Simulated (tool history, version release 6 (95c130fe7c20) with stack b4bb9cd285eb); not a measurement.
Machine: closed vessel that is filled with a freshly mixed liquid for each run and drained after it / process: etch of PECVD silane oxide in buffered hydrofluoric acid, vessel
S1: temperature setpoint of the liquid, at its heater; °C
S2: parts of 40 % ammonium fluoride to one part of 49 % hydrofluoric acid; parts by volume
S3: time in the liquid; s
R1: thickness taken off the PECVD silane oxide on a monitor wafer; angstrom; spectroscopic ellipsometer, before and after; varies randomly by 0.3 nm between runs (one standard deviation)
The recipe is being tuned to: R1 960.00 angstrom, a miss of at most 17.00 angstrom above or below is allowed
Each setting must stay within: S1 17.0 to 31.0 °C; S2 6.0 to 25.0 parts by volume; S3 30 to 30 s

{"run": 1, "hour": 0.0, "S1": 23.0, "S2": 15.5, "S3": 30, "R1": 420.0}
{"run": 2, "hour": 5.5, "S1": 20.0, "S2": 15.5, "S3": 30, "R1": 356.14}
{"run": 3, "hour": 13.5, "S1": 20.0, "S2": 12.5, "S3": 30, "R1": 440.41}
{"run": 4, "hour": 16.5, "S1": 21.5, "S2": 12.5, "S3": 30, "R1": 479.64}
{"run": 5, "hour": 18.1, "S1": 23.0, "S2": 12.0, "S3": 30, "R1": 541.06}
{"run": 6, "hour": 20.9, "S1": 24.5, "S2": 11.5, "S3": 30, "R1": 610.51}
{"run": 7, "hour": 22.4, "S1": 25.5, "S2": 11.5, "S3": 30, "R1": 645.74}
{"run": 8, "hour": 30.9, "S1": 26.5, "S2": 11.5, "S3": 30, "R1": 680.88}
{"run": 9, "hour": 34.0, "S1": 27.5, "S2": 11.5, "S3": 30, "R1": 720.93}
{"run": 10, "hour": 41.0, "S1": 28.0, "S2": 11.5, "S3": 30, "R1": 738.69}
{"run": 11, "hour": 44.1, "S1": 28.5, "S2": 11.5, "S3": 30, "R1": 755.27}
{"run": 12, "hour": 47.9, "S1": 31.0, "S2": 9.5, "S3": 30, "R1": 1020.6}
{"run": 13, "hour": 51.1, "S1": 30.5, "S2": 9.5, "S3": 30, "R1": 994.2}

Below are 4 possible settings for the next run. Only one of them brings all results inside the allowed miss of their targets. Which is it?
{"run": "A", "hour": 54.3, "S1": 29.0, "S2": 8.5, "S3": 30, "R1": "?"}
{"run": "B", "hour": 54.3, "S1": 30.5, "S2": 9.0, "S3": 30, "R1": "?"}
{"run": "C", "hour": 54.3, "S1": 29.0, "S2": 9.5, "S3": 30, "R1": "?"}
{"run": "D", "hour": 54.3, "S1": 28.0, "S2": 8.5, "S3": 30, "R1": "?"}

move=A R1=1014.00
move=B R1=1030.60
move=C R1=921.35
move=D R1=962.13
A: its largest miss is bigger than the last run's
B: its largest miss is bigger than the last run's
C: takes the biggest miss from the last run beyond its target
D: every result lands within tolerance
So the answer is move D, the one that meets all the targets.

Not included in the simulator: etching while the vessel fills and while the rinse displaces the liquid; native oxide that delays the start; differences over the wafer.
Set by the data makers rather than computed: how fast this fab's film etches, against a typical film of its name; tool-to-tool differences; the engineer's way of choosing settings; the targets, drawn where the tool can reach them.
